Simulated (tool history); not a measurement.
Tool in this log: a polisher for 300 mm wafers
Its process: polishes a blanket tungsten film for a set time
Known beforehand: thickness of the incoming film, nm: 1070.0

| run | hour | flow of slurry (ml/min) | pressure of the wafer on the pad (kPa) | speed of the pad under the wafer (m/s) | abrasive content of the slurry | polishing time (s) | film removed (nm) |
|---|---|---|---|---|---|---|---|
| 1 | 0 | 160 | 22.1 | 1.42 | 1 | 34 | 228.64 |
| 2 | 5.2 | 125 | 22.1 | 1.42 | 1 | 34 | 216.36 |
| 3 | 11.2 | 125 | 26.2 | 1.42 | 1 | 34 | 251.94 |
| 4 | 14.2 | 135 | 27.6 | 1.42 | 1 | 34 | 273.8 |
| 5 | 19.4 | 150 | 28.3 | 1.42 | 1 | 34 | 281.63 |
| 6 | 26.4 | 150 | 28.3 | 1.42 | 1.1 | 34 | 290.68 |
| 7 | 29.8 | 155 | 29 | 1.42 | 1.1 | 34 | 295.19 |
| 8 | 35 | 160 | 29.6 | 1.42 | 1.1 | 34 | 305.17 |

Run 9 comes next. What will it give?
| 9 | 35.6 | 165 | 30.3 | 1.42 | 1.1 | 34 | ? |

{"run 9": {"film removed (nm)": 317.5}}

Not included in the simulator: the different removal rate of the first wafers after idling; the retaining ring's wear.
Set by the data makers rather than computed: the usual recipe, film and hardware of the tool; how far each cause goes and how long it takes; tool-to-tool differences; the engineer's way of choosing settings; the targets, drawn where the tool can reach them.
